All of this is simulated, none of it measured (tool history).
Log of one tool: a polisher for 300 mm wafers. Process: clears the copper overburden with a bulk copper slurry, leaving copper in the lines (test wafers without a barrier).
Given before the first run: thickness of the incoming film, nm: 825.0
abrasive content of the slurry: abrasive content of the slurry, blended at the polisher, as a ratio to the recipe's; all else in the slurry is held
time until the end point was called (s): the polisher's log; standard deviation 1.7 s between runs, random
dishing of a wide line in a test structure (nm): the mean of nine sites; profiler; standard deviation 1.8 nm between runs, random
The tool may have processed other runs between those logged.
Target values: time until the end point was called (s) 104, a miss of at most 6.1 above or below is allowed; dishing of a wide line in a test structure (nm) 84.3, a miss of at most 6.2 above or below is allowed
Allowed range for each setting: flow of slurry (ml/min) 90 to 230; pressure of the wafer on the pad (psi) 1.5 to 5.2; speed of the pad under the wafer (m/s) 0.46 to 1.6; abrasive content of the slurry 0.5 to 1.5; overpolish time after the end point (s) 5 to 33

run  hour  flow of slurry (ml/min)  pressure of the wafer on the pad (psi)  speed of the pad under the wafer (m/s)  abrasive content of the slurry  overpolish time after the end point (s)  time until the end point was called (s)  dishing of a wide line in a test structure (nm)
  1     0                      150                                     3.3                                    1.02                               1                                       17                                   71.572                                           86.806
  2   6.6                      150                                     3.3                                     0.9                               1                                       17                                   75.226                                             79.6
  3  14.1                      150                                     3.3                                    1.02                               1                                       17                                   70.226                                           84.689
  4  21.2                      150                                     4.1                                    1.02                               1                                       17                                   58.015                                           97.967
  5  23.2                      150                                     4.1                                    1.02                               1                                       21                                   57.548                                           106.11
  6    27                      130                                     4.1                                    1.02                               1                                       21                                    58.61                                           104.45
  7  29.9                      130                                     3.6                                       1                               1                                       23                                    68.01                                           99.179
  8  31.2                      130                                     2.6                                    0.92                               1                                       28                                   95.138                                           91.079

4 next moves are on the table. One of them brings every result within its allowed miss. Which?
  A  32.5                      125                                     2.7                                    0.96                            1.05                                       21                                        ?                                                ?
  B  32.5                      160                                     2.2                                    0.94                             1.1                                       27                                        ?                                                ?
  C  32.5                      125                                       3                                    0.86                               1                                       22                                        ?                                                ?
  D  32.5                      130                                     2.6                                    1.02                               1                                       17                                        ?                                                ?

move  time until the end point was called (s)  dishing of a wide line in a test structure (nm)
   A                                   89.953                                           82.619
   B                                      103                                           84.933
   C                                   92.472                                           84.278
   D                                   87.467                                           75.019
A: misses by more than the last run did
B: every result lands within tolerance
C: misses by more than the last run did
D: misses by more than the last run did
The move that meets every target is B.
